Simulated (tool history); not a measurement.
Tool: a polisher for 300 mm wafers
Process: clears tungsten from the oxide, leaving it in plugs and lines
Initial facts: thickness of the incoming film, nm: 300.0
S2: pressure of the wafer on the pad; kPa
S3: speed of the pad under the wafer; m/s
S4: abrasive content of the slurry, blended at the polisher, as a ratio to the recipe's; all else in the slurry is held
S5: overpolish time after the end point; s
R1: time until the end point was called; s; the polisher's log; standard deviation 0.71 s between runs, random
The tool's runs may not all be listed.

{"run": 1, "hour": 0.0, "flow of slurry (ml/min)": 145, "S2": 17.2, "S3": 0.96, "S4": 1, "S5": 5, "R1": 108.56}
{"run": 2, "hour": 3.7, "flow of slurry (ml/min)": 150, "S2": 19.3, "S3": 0.96, "S4": 1, "S5": 5, "R1": 96.321}
{"run": 3, "hour": 10.1, "flow of slurry (ml/min)": 150, "S2": 19.3, "S3": 0.96, "S4": 1, "S5": 5, "R1": 95.331}
{"run": 4, "hour": 16.1, "flow of slurry (ml/min)": 150, "S2": 19.3, "S3": 0.96, "S4": 1, "S5": 5, "R1": 97.854}
{"run": 5, "hour": 24.0, "flow of slurry (ml/min)": 115, "S2": 19.3, "S3": 0.96, "S4": 1, "S5": 5, "R1": 101.23}
{"run": 6, "hour": 28.1, "flow of slurry (ml/min)": 115, "S2": 17.9, "S3": 0.96, "S4": 1, "S5": 5, "R1": 109.77}
{"run": 7, "hour": 34.7, "flow of slurry (ml/min)": 140, "S2": 22.8, "S3": 0.98, "S4": 1, "S5": 5, "R1": 82.098}
{"run": 8, "hour": 42.1, "flow of slurry (ml/min)": 145, "S2": 24.1, "S3": 0.98, "S4": 1, "S5": 5, "R1": 76.211}
{"run": 9, "hour": 43.8, "flow of slurry (ml/min)": 150, "S2": 24.8, "S3": 0.98, "S4": 1, "S5": 5, "R1": 72.719}

Run 10 is up next; what results do you expect?
{"run": 10, "hour": 49.2, "flow of slurry (ml/min)": 155, "S2": 25.5, "S3": 0.98, "S4": 1, "S5": 5, "R1": "?"}

For run 10 the tool returned R1 69.523 s.
